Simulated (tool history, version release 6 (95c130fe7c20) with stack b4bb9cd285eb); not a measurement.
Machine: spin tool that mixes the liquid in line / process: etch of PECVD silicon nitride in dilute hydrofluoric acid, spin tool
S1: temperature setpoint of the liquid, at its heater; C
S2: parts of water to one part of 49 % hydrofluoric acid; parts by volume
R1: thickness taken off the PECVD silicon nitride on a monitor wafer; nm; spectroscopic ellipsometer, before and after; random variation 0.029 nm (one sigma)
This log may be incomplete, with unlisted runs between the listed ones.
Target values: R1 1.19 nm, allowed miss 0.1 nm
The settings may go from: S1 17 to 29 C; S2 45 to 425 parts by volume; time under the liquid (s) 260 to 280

Run 1, hour 0: S1 21 C, S2 235 parts by volume, time under the liquid (s) 260. Result: R1 2.0778 nm.
Run 2, hour 5.9: S1 20.5 C, S2 250 parts by volume, time under the liquid (s) 260. Result: R1 1.8811 nm.
Run 3, hour 11.3: S1 20 C, S2 260 parts by volume, time under the liquid (s) 260. Result: R1 1.7977 nm.
Run 4, hour 12: S1 20 C, S2 180 parts by volume, time under the liquid (s) 260. Result: R1 2.5266 nm.
Run 5, hour 17.2: S1 21.5 C, S2 180 parts by volume, time under the liquid (s) 260. Result: R1 2.7572 nm.
Run 6, hour 19.6: S1 20.5 C, S2 205 parts by volume, time under the liquid (s) 260. Result: R1 2.313 nm.
Run 7, hour 28.2: S1 20 C, S2 225 parts by volume, time under the liquid (s) 260. Result: R1 2.0423 nm.
Run 8, hour 33.1: S1 19.5 C, S2 240 parts by volume, time under the liquid (s) 260. Result: R1 1.8588 nm.
Run 9, hour 40.1: S1 19 C, S2 255 parts by volume, time under the liquid (s) 260. Result: R1 1.6242 nm.
Run 10, hour 45.1: S1 18.5 C, S2 260 parts by volume, time under the liquid (s) 260. Result: R1 1.5653 nm.
Run 11, hour 46.2: S1 18 C, S2 265 parts by volume, time under the liquid (s) 260. Result: R1 1.5934 nm.
Run 12, hour 49.4: S1 18 C, S2 275 parts by volume, time under the liquid (s) 260. Result: R1 1.5333 nm.
Run 13, hour 54.1: S1 18 C, S2 285 parts by volume, time under the liquid (s) 260. Result: R1 1.4735 nm.
Run 14, hour 57: S1 18 C, S2 295 parts by volume, time under the liquid (s) 260. Result: R1 1.4384 nm.
Run 15, hour 60.9: S1 18 C, S2 300 parts by volume, time under the liquid (s) 260. Result: R1 1.3826 nm.
Run 16, hour 66.8: S1 18 C, S2 305 parts by volume, time under the liquid (s) 260. Result: R1 1.3705 nm.
Run 17, hour 74.8: S1 18 C, S2 305 parts by volume, time under the liquid (s) 260. Result: R1 1.3442 nm.
Run 18, hour 80.5: S1 18 C, S2 310 parts by volume, time under the liquid (s) 260. Result: R1 1.3126 nm.
Run 19, hour 85.3: S1 18 C, S2 310 parts by volume, time under the liquid (s) 260. Result: R1 1.3239 nm.
Run 20, hour 86.4: S1 18 C, S2 315 parts by volume, time under the liquid (s) 260. Result: R1 1.3143 nm.

Exactly one of the 5 candidate moves below puts every result within its allowed miss. Which one?
Run A, hour 87.5: S1 17.5 C, S2 270 parts by volume, time under the liquid (s) 265. Result: R1 ?.
Run B, hour 87.5: S1 20.5 C, S2 345 parts by volume, time under the liquid (s) 280. Result: R1 ?.
Run C, hour 87.5: S1 19 C, S2 375 parts by volume, time under the liquid (s) 270. Result: R1 ?.
Run D, hour 87.5: S1 17 C, S2 245 parts by volume, time under the liquid (s) 260. Result: R1 ?.
Run E, hour 87.5: S1 18.5 C, S2 300 parts by volume, time under the liquid (s) 280. Result: R1 ?.

move      R1
   A  1.4732
   B  1.4906
   C  1.2077
   D  1.5342
   E  1.5021
A: misses by more than the last run did
B: misses by more than the last run did
C: hits every target within its allowed miss
D: misses by more than the last run did
E: misses by more than the last run did
Correct choice: C, which meets every target

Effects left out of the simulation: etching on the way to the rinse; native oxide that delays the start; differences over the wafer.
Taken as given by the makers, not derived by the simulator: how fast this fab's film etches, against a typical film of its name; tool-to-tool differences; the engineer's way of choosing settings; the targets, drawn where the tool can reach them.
